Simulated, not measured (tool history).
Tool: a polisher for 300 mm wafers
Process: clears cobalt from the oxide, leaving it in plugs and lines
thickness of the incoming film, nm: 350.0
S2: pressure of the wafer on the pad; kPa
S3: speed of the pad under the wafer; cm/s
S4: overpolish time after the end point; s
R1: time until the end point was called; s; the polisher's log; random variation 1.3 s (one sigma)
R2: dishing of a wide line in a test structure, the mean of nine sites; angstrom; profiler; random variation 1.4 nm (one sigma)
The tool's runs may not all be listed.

run 1 hour=0.0 | flow_of_slurry_(ml/min)=150 S2=11.0 S3=128 S4=25 | R1=56.688 R2=645.98
run 2 hour=2.6 | flow_of_slurry_(ml/min)=150 S2=11.0 S3=128 S4=18 | R1=56.779 R2=568.09
run 3 hour=4.8 | flow_of_slurry_(ml/min)=150 S2=11.0 S3=128 S4=9 | R1=57.572 R2=402.73
run 4 hour=9.1 | flow_of_slurry_(ml/min)=150 S2=13.8 S3=128 S4=9 | R1=48.414 R2=457.34
run 5 hour=10.4 | flow_of_slurry_(ml/min)=150 S2=13.8 S3=158 S4=9 | R1=40.629 R2=478.44
run 6 hour=17.9 | flow_of_slurry_(ml/min)=135 S2=13.8 S3=158 S4=9 | R1=42.414 R2=477.81
run 7 hour=19.3 | flow_of_slurry_(ml/min)=125 S2=11.7 S3=152 S4=15 | R1=50.688 R2=566.90
run 8 hour=20.7 | flow_of_slurry_(ml/min)=120 S2=9.7 S3=148 S4=17 | R1=60.801 R2=543.39

Forecast run 9:
-- hour=26.5 head pressure recalibrated
run 9 hour=26.5 | flow_of_slurry_(ml/min)=115 S2=8.3 S3=146 S4=20 | R1=? R2=?

R1: 72.603 s
R2: 518.06 angstrom
